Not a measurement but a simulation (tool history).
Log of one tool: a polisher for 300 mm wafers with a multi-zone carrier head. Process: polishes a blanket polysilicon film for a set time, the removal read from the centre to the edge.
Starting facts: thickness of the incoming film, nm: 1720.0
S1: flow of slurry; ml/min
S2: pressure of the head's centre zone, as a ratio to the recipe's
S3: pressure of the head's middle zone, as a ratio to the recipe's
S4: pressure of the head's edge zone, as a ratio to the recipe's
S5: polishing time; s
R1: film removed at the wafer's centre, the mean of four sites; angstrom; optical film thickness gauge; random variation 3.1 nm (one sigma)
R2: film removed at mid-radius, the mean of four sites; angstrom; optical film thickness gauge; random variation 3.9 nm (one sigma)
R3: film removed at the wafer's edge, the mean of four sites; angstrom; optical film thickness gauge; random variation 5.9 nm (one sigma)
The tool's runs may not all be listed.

run	day	S1	S2	S3	S4	S5	R1	R2	R3
1	0	135	1	1	1	49	2861.1	2825.7	2788.1
2	0.296	115	1	1	1	49	2739.8	2676.5	2750.6
3	0.525	145	1	1	1	49	2902.2	2811.1	2802.7
4	0.679	145	1	0.95	1	49	2894.9	2722	2788.5
5	0.717	145	0.96	0.95	1	49	2816.1	2763.1	2849.6
6	0.938	150	0.98	0.97	1.02	52	3025.8	2938.4	3109.3
7	1.192	155	1	1	1.02	54	3240.9	3102.1	3204.3

Expected results for the next run?
8	1.3	160	1.01	1.03	1.02	56	?	?	?

R1: 3456.5 angstrom
R2: 3422 angstrom
R3: 3317.8 angstrom
